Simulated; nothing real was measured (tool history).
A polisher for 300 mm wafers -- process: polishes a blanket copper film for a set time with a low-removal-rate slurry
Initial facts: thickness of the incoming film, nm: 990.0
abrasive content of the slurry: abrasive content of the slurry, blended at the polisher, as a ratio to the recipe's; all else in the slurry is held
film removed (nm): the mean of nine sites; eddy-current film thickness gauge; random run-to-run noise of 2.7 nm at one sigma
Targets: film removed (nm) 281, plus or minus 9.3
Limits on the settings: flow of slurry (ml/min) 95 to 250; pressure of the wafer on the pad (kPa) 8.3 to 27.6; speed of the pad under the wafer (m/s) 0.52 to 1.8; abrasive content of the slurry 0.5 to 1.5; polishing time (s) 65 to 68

run	hour	flow of slurry (ml/min)	pressure of the wafer on the pad (kPa)	speed of the pad under the wafer (m/s)	abrasive content of the slurry	polishing time (s)	film removed (nm)
1	0	160	17.9	1.16	1	65	165.34
2	5.6	160	17.9	1.16	1.2	65	173.61
3	8.1	160	17.9	0.96	1.2	65	146.74
4	16.2	160	17.9	0.86	1.2	65	130.78
5	17.9	165	20	0.9	1.2	65	151.45
6	24.6	165	21.4	0.96	1.2	65	171.48
7	30.2	165	21.4	0.96	1.2	65	170.92
8	33	165	22.8	1	1.2	65	187.57
9	39.4	170	23.4	1.04	1.2	65	201.35
10	40.2	170	24.1	1.08	1.2	65	214.94
11	45.7	170	24.8	1.1	1.2	65	228.37
12	51.3	170	25.5	1.12	1.2	65	232.23

Consider the 4 candidate settings below. Which is the only one whose results all fall within their allowed miss of target?
A	56.9	150	25.5	1.26	1.35	68	?
B	56.9	150	22.8	1.08	1.2	65	?
C	56.9	160	22.8	1.1	1.2	65	?
D	56.9	175	26.9	1.06	1.3	66	?

move	film removed (nm)
A	277.64
B	199.34
C	205.28
D	243.52
A: every result within its allowed miss
B: lands further from the targets than the last run did
C: lands further from the targets than the last run did
D: closes in on the targets versus the last run, not all within tolerance yet
The right move is A.

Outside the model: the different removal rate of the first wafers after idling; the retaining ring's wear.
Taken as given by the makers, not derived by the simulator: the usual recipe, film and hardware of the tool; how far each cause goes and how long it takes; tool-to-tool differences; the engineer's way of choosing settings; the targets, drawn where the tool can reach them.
